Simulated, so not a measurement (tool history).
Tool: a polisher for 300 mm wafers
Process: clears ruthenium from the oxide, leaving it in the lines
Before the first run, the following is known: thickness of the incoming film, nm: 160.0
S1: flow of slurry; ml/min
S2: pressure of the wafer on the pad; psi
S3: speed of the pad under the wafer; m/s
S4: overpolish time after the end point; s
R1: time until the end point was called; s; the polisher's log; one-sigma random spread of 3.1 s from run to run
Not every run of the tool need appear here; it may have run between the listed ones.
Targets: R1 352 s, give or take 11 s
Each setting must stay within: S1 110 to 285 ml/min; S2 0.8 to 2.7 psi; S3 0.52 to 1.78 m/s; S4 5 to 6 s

run  hour   S1   S2    S3  S4      R1
  1     0  180  1.7  1.14   6  182.23
  2   5.2  175  1.4   1.1   6  210.67
  3  13.4  175  1.4  1.22   6  196.91
  4  17.2  145  1.4  1.22   6  197.95
  5  20.3  145  1.2   1.1   6  232.15
  6  24.1  145  1.1     1   6   260.7
  7  33.1  145  1.1     1   6  263.35
  8  34.4  145    1  0.94   6  289.41
  9  40.2  145  0.9   0.9   6  318.36
 10  47.3  145  0.9  0.88   6  318.67
 11  51.2  145  0.9  0.88   6  322.69

Pick the move, out of 5, that brings all results within their allowed miss; only one does.
  A  55.1  110  1.1  0.78   6   ?
  B  55.1  175  0.9  0.84   6   ?
  C  55.1  155  0.9  0.66   5   ?
  D  55.1  160  0.8  0.82   5   ?
  E  55.1  160  0.8  0.94   5   ?

move      R1
   A  328.31
   B   329.8
   C  390.81
   D  356.95
   E  324.77
A: an improvement on the last run, though not all results are within tolerance
B: an improvement on the last run, though not all results are within tolerance
C: carries the result that was furthest off beyond its target, to the other side
D: hits every target within its allowed miss
E: an improvement on the last run, though not all results are within tolerance
D meets every target.
